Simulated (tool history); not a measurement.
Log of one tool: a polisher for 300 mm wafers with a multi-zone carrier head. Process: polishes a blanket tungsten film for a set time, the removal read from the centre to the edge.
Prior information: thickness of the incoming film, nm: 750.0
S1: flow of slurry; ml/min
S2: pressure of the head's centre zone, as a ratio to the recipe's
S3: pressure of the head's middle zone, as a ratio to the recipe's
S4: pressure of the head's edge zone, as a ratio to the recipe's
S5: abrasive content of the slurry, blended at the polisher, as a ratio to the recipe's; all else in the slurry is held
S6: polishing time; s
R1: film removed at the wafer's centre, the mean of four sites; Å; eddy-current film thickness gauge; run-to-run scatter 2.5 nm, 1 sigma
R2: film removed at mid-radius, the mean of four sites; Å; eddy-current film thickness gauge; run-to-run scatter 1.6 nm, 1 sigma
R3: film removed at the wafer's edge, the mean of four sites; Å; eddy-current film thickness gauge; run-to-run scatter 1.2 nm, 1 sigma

| run | day | S1 | S2 | S3 | S4 | S5 | S6 | R1 | R2 | R3 |
|---|---|---|---|---|---|---|---|---|---|---|
| 1 | 0 | 200 | 1 | 1 | 1 | 1 | 45 | 2367.7 | 2318.7 | 2280.7 |
| 2 | 0.117 | 200 | 0.97 | 1 | 1 | 1 | 45 | 2306.5 | 2355.9 | 2298.3 |
| 3 | 0.417 | 200 | 0.97 | 1 | 1 | 1 | 36 | 1880.3 | 1884.3 | 1833.5 |
| 4 | 0.683 | 200 | 0.97 | 1.05 | 1 | 1 | 36 | 1864.9 | 1944.9 | 1846.2 |
| 5 | 1.029 | 165 | 0.97 | 1.05 | 1 | 1 | 36 | 1820.3 | 1886.1 | 1810.4 |
| 6 | 1.288 | 165 | 0.96 | 1.05 | 1.01 | 1 | 36 | 1751.2 | 1885.1 | 1797.2 |
| 7 | 1.608 | 205 | 0.93 | 1.01 | 1.11 | 1.1 | 36 | 1845 | 1971.7 | 2033.5 |
| 8 | 1.771 | 200 | 0.93 | 1.01 | 1.11 | 1.1 | 36 | 1873.7 | 1964.9 | 1973.6 |
| 9 | 2.071 | 200 | 0.92 | 1.01 | 1.11 | 1.1 | 36 | 1866.8 | 1955.4 | 1987.3 |

What does the tool deliver on the next run?
| 10 | 2.283 | 200 | 0.91 | 1.01 | 1.11 | 1.1 | 36 | ? | ? | ? |

{"run 10": {"R1": 1817.8, "R2": 1959.2, "R3": 2007}}
